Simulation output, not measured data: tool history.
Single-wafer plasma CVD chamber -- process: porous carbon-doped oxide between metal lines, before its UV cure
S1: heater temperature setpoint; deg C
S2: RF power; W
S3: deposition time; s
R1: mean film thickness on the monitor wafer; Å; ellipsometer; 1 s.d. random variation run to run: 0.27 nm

| run | hour | S1 | S2 | S3 | R1 |
|---|---|---|---|---|---|
| 1 | 0.0 | 305 | 475 | 15.0 | 771.22 |
| 2 | 2.2 | 308 | 460 | 15.0 | 744.61 |
| 3 | 7.9 | 310 | 445 | 15.0 | 714.15 |
| 4 | 12.7 | 310 | 510 | 15.0 | 775.41 |
| 5 | 15.6 | 305 | 510 | 15.0 | 804.43 |
| 6 | 23.2 | 308 | 495 | 14.9 | 769.15 |
| 7 | 25.2 | 311 | 480 | 14.8 | 742.01 |
| 8 | 27.9 | 313 | 465 | 14.7 | 709.55 |

Expected results for the next run?
| 9 | 33.4 | 315 | 460 | 14.7 | ? |

{"run 9": {"R1": 692.47}}

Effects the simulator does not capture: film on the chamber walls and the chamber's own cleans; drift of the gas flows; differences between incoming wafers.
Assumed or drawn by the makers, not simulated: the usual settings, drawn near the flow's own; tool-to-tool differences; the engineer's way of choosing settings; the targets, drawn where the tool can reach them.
